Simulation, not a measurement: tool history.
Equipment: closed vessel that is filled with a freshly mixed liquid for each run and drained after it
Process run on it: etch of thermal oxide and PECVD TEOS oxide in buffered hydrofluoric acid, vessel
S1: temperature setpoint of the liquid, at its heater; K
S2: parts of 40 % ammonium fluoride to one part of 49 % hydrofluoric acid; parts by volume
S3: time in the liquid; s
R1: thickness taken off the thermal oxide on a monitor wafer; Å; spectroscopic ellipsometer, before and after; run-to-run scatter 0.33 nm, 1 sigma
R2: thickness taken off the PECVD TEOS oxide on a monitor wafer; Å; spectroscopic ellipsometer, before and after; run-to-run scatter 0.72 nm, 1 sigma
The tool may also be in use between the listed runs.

run 1 day=0 | S1=297.15 S2=16 S3=60 | R1=441.61 R2=857.8
run 2 day=0.154 | S1=297.15 S2=12.5 S3=60 | R1=559.89 R2=1088.6
run 3 day=0.292 | S1=298.65 S2=12.5 S3=60 | R1=612.96 R2=1176.3
run 4 day=0.65 | S1=299.65 S2=12.5 S3=60 | R1=643.91 R2=1245.4
run 5 day=0.846 | S1=299.65 S2=15.5 S3=60 | R1=521.63 R2=1006.6
run 6 day=1.167 | S1=299.65 S2=18 S3=60 | R1=449.4 R2=873.61
run 7 day=1.479 | S1=301.15 S2=17 S3=60 | R1=516.48 R2=1001.1

Run 8 has not been measured yet. What should we expect?
run 8 day=1.762 | S1=302.15 S2=16.5 S3=60 | R1=? R2=?

{"run 8": {"R1": 560.3, "R2": 1085.3}}
